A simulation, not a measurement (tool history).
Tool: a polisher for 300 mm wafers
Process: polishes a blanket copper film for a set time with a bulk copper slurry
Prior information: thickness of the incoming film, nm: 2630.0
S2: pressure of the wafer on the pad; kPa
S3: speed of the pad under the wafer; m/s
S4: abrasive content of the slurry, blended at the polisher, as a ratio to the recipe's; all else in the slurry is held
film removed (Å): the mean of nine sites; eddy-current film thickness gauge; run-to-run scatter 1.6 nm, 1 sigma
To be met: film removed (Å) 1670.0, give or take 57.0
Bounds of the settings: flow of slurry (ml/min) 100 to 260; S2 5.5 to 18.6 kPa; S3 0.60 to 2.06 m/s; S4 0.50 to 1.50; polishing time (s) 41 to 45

Run 1, hour 0.0: flow of slurry (ml/min) 165, S2 11.7 kPa, S3 1.32 m/s, S4 1.00, polishing time (s) 45. Result: film removed (Å) 2810.3.
Run 2, hour 0.8: flow of slurry (ml/min) 165, S2 9.0 kPa, S3 1.32 m/s, S4 1.00, polishing time (s) 45. Result: film removed (Å) 2275.0.
Run 3, hour 3.4: flow of slurry (ml/min) 165, S2 9.0 kPa, S3 1.32 m/s, S4 0.85, polishing time (s) 45. Result: film removed (Å) 2156.6.
Run 4, hour 8.2: flow of slurry (ml/min) 200, S2 9.0 kPa, S3 1.32 m/s, S4 0.85, polishing time (s) 45. Result: film removed (Å) 2256.4.
Run 5, hour 13.4: flow of slurry (ml/min) 200, S2 9.0 kPa, S3 1.32 m/s, S4 1.00, polishing time (s) 45. Result: film removed (Å) 2267.5.
Run 6, hour 15.1: flow of slurry (ml/min) 200, S2 9.0 kPa, S3 1.32 m/s, S4 1.00, polishing time (s) 41. Result: film removed (Å) 2093.4.
Run 7, hour 17.5: flow of slurry (ml/min) 200, S2 8.3 kPa, S3 1.32 m/s, S4 1.00, polishing time (s) 41. Result: film removed (Å) 1968.2.
Run 8, hour 18.2: flow of slurry (ml/min) 200, S2 8.3 kPa, S3 1.32 m/s, S4 1.00, polishing time (s) 41. Result: film removed (Å) 1979.3.
Run 9, hour 25.0: flow of slurry (ml/min) 200, S2 7.6 kPa, S3 1.32 m/s, S4 1.00, polishing time (s) 41. Result: film removed (Å) 1825.6.

Consider the 4 candidate settings below. Which is the only one whose results all fall within their allowed miss of target?
Run A, hour 31.8: flow of slurry (ml/min) 185, S2 6.9 kPa, S3 1.40 m/s, S4 1.10, polishing time (s) 41. Result: film removed (Å) ?.
Run B, hour 31.8: flow of slurry (ml/min) 210, S2 10.3 kPa, S3 0.88 m/s, S4 1.20, polishing time (s) 41. Result: film removed (Å) ?.
Run C, hour 31.8: flow of slurry (ml/min) 170, S2 8.3 kPa, S3 1.06 m/s, S4 0.55, polishing time (s) 45. Result: film removed (Å) ?.
Run D, hour 31.8: flow of slurry (ml/min) 190, S2 8.3 kPa, S3 1.32 m/s, S4 0.90, polishing time (s) 42. Result: film removed (Å) ?.

move  film removed (Å)
   A            1788.5
   B            1671.0
   C            1498.3
   D            1939.1
A: an improvement on the last run, though not all results are within tolerance
B: each result inside its tolerance
C: carries the result that was furthest off beyond its target, to the other side
D: further off than the last run
Answer: B
